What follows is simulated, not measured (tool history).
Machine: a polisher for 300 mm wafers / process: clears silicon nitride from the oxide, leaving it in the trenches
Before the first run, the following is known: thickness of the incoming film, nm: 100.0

run	hour	flow of slurry (ml/min)	pressure of the wafer on the pad (psi)	speed of the pad under the wafer (cm/s)	overpolish time after the end point (s)	time until the end point was called (s)
1	0.0	260	2.0	112	5	138.590
2	1.1	315	2.0	112	5	137.950
3	1.8	315	2.0	134	5	116.440
4	5.6	315	2.3	134	5	102.530
5	9.0	370	2.3	134	5	101.970
6	14.3	370	2.4	134	5	98.762

Run 7, settings as shown, results not yet in. Your forecast:
7	17.6	370	2.5	134	5	?

time until the end point was called (s): 94.514
